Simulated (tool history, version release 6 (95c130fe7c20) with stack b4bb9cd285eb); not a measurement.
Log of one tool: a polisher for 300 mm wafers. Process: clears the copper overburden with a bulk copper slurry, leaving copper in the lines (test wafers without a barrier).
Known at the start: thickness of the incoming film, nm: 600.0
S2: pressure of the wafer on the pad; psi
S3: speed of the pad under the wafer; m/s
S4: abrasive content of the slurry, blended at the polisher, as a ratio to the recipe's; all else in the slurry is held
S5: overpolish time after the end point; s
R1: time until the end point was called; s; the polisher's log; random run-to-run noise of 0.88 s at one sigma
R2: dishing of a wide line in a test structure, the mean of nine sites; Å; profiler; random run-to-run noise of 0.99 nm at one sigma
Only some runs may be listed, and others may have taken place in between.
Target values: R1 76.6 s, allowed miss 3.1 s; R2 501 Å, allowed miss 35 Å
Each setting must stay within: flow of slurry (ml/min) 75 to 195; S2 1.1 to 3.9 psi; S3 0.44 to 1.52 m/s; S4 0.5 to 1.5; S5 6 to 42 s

run 1 day=0 | flow_of_slurry_(ml/min)=125 S2=2.5 S3=0.98 S4=1 S5=21 | R1=75.791 R2=760.89
run 2 day=0.367 | flow_of_slurry_(ml/min)=125 S2=2.5 S3=1 S4=1 S5=17 | R1=76.771 R2=713.03
run 3 day=0.688 | flow_of_slurry_(ml/min)=125 S2=2.5 S3=1.18 S4=1 S5=17 | R1=65.775 R2=762.58
run 4 day=0.829 | flow_of_slurry_(ml/min)=125 S2=2.5 S3=1.18 S4=1.1 S5=17 | R1=64.328 R2=758.4
run 5 day=1.196 | flow_of_slurry_(ml/min)=125 S2=2.4 S3=1.2 S4=1.15 S5=14 | R1=65.297 R2=675.61
run 6 day=1.267 | flow_of_slurry_(ml/min)=125 S2=2.3 S3=1.2 S4=1.15 S5=13 | R1=68.419 R2=616.42
run 7 day=1.3 | flow_of_slurry_(ml/min)=125 S2=2.2 S3=1.2 S4=1.15 S5=12 | R1=70.435 R2=563.74
run 8 day=1.6 | flow_of_slurry_(ml/min)=110 S2=2 S3=1.2 S4=1.15 S5=10 | R1=80.889 R2=449.57
run 9 day=1.688 | flow_of_slurry_(ml/min)=115 S2=2 S3=1.2 S4=1.15 S5=10 | R1=79.862 R2=453.23
run 10 day=1.729 | flow_of_slurry_(ml/min)=120 S2=2 S3=1.2 S4=1.15 S5=10 | R1=78.687 R2=439.03
run 11 day=2.079 | flow_of_slurry_(ml/min)=115 S2=2.1 S3=1.2 S4=1.15 S5=15 | R1=74.603 R2=617.37

Exactly one of the 4 candidate moves below puts every result within its allowed miss. Which one?
run A day=2.429 | flow_of_slurry_(ml/min)=115 S2=2.5 S3=1.04 S4=1.2 S5=13 | R1=? R2=?
run B day=2.429 | flow_of_slurry_(ml/min)=120 S2=2.2 S3=1.18 S4=1.4 S5=12 | R1=? R2=?
run C day=2.429 | flow_of_slurry_(ml/min)=110 S2=2.1 S3=1.2 S4=1.05 S5=11 | R1=? R2=?
run D day=2.429 | flow_of_slurry_(ml/min)=115 S2=1.8 S3=1.3 S4=1.45 S5=33 | R1=? R2=?

move=A R1=70.653 R2=594.5
move=B R1=69.052 R2=563.06
move=C R1=76.923 R2=489.71
move=D R1=77.083 R2=841.25
A: nearer the targets than the last run, but a result is still out of spec
B: nearer the targets than the last run, but a result is still out of spec
C: every result lands within tolerance
D: further off than the last run
Answer: C
